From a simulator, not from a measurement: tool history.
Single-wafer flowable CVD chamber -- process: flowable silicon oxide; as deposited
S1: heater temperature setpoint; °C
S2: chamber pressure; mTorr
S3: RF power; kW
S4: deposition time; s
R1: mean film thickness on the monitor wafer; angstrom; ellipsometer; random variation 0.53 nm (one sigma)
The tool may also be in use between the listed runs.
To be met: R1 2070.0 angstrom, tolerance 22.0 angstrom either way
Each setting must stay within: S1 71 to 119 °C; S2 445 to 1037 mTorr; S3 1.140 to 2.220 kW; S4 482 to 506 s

run 1 hour=0.0 | S1=95 S2=741 S3=1.680 S4=506 | R1=3168.4
run 2 hour=0.9 | S1=90 S2=741 S3=1.680 S4=506 | R1=3810.7
run 3 hour=7.9 | S1=90 S2=741 S3=1.465 S4=506 | R1=3622.9
run 4 hour=15.2 | S1=94 S2=741 S3=1.465 S4=506 | R1=3122.2
run 5 hour=16.2 | S1=101 S2=741 S3=1.465 S4=506 | R1=2400.2
run 6 hour=25.1 | S1=102 S2=741 S3=1.465 S4=506 | R1=2306.1
run 7 hour=25.9 | S1=103 S2=741 S3=1.465 S4=506 | R1=2229.7
run 8 hour=31.3 | S1=104 S2=741 S3=1.465 S4=506 | R1=2149.7

Which of these 4 next moves meets every target?
run A hour=36.7 | S1=106 S2=838 S3=1.560 S4=487 | R1=?
run B hour=36.7 | S1=95 S2=564 S3=1.180 S4=506 | R1=?
run C hour=36.7 | S1=103 S2=740 S3=1.500 S4=482 | R1=?
run D hour=36.7 | S1=103 S2=728 S3=1.570 S4=495 | R1=?

move=A R1=2222.4
move=B R1=2063.6
move=C R1=2142.6
move=D R1=2209.3
A: the biggest miss grows against the last run
B: in spec on every target
C: closes in on the targets versus the last run, not all within tolerance yet
D: the biggest miss grows against the last run
Correct choice: B, which meets every target
